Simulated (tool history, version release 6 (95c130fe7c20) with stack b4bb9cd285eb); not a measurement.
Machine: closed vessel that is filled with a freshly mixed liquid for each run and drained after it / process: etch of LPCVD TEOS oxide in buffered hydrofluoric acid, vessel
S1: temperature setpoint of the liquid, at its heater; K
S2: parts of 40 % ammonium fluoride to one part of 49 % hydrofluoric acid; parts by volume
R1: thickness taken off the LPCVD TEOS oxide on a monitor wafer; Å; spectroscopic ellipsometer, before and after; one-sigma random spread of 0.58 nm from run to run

Run 1, hour 0: S1 293.15 K, S2 12.5 parts by volume, time in the liquid (s) 85. Result: R1 926.74 Å.
Run 2, hour 9: S1 292.65 K, S2 13 parts by volume, time in the liquid (s) 85. Result: R1 860.29 Å.
Run 3, hour 12.7: S1 292.65 K, S2 10.5 parts by volume, time in the liquid (s) 85. Result: R1 1062.6 Å.
Run 4, hour 21.9: S1 290.15 K, S2 10.5 parts by volume, time in the liquid (s) 85. Result: R1 932.14 Å.
Run 5, hour 26.4: S1 290.15 K, S2 13 parts by volume, time in the liquid (s) 85. Result: R1 751.05 Å.
Run 6, hour 30.9: S1 290.15 K, S2 13 parts by volume, time in the liquid (s) 85. Result: R1 756.19 Å.
Run 7, hour 39.4: S1 290.15 K, S2 13.5 parts by volume, time in the liquid (s) 85. Result: R1 724.18 Å.

What will run 8 give?
Run 8, hour 41.4: S1 290.15 K, S2 14 parts by volume, time in the liquid (s) 85. Result: R1 ?.

{"run 8": {"R1": 698.53}}
